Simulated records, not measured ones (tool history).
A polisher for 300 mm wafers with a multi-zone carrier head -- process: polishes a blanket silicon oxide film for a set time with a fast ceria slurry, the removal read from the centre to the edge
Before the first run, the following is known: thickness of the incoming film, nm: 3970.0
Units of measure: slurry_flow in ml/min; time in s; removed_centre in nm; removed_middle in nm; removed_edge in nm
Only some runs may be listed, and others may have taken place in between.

{"run": 1, "hour": 0.0, "slurry_flow": 280, "centre_zone": 1.0, "middle_zone": 1.0, "edge_zone": 1.0, "time": 57, "removed_centre": 936.46, "removed_middle": 869.09, "removed_edge": 862.32}
{"run": 2, "hour": 3.6, "slurry_flow": 280, "centre_zone": 1.0, "middle_zone": 1.0, "edge_zone": 0.97, "time": 57, "removed_centre": 923.35, "removed_middle": 890.72, "removed_edge": 847.89}
{"run": 3, "hour": 6.9, "slurry_flow": 275, "centre_zone": 0.99, "middle_zone": 0.97, "edge_zone": 0.96, "time": 56, "removed_centre": 910.25, "removed_middle": 835.49, "removed_edge": 829.82}
{"run": 4, "hour": 9.7, "slurry_flow": 275, "centre_zone": 0.92, "middle_zone": 0.97, "edge_zone": 0.96, "time": 56, "removed_centre": 854.93, "removed_middle": 838.33, "removed_edge": 823.79}
{"run": 5, "hour": 18.0, "slurry_flow": 225, "centre_zone": 0.92, "middle_zone": 0.97, "edge_zone": 0.96, "time": 56, "removed_centre": 836.2, "removed_middle": 820.14, "removed_edge": 804.14}
{"run": 6, "hour": 23.6, "slurry_flow": 220, "centre_zone": 0.9, "middle_zone": 0.96, "edge_zone": 0.95, "time": 55, "removed_centre": 804.99, "removed_middle": 804.56, "removed_edge": 783.41}

What will run 7 give?
{"run": 7, "hour": 29.7, "slurry_flow": 215, "centre_zone": 0.89, "middle_zone": 0.94, "edge_zone": 0.94, "time": 54, "removed_centre": "?", "removed_middle": "?", "removed_edge": "?"}

{"run 7": {"removed_centre": 777.44, "removed_middle": 770.8, "removed_edge": 762.55}}

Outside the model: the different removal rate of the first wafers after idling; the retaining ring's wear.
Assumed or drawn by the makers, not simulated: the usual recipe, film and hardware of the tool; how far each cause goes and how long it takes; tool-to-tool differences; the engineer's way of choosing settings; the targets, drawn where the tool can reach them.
